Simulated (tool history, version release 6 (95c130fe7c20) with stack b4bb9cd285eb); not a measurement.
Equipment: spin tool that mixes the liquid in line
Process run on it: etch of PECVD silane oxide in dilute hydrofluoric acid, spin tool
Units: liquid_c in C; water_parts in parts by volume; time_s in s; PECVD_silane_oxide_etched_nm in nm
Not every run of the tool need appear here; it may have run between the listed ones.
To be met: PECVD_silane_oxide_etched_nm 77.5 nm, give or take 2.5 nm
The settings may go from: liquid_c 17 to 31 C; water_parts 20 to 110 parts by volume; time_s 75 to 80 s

run	hour	liquid_c	water_parts	time_s	PECVD_silane_oxide_etched_nm
1	0	23	60	75	43.781
2	3.3	23	60	75	43.618
3	5	24.5	55	75	51.81
4	11.3	24.5	55	75	50.935
5	12.2	24.5	55	80	54.521
6	15	24.5	55	75	50.195
7	19.2	26	50	75	59.932
8	23.6	30	50	75	71.133
9	27.9	31	45	75	80
10	34.3	30.5	45	75	81.157

4 candidate next runs follow, results not yet known. Just one meets every target within its allowed miss. Identify it.
A	40.7	30.5	50	80	?
B	40.7	30.5	45	80	?
C	40.7	28	40	75	?
D	40.7	28.5	40	75	?

move	PECVD_silane_oxide_etched_nm
A	77.226
B	86.479
C	83.212
D	84.9
A: all results in spec
B: the biggest miss grows against the last run
C: the biggest miss grows against the last run
D: the biggest miss grows against the last run
The move that meets every target is A.
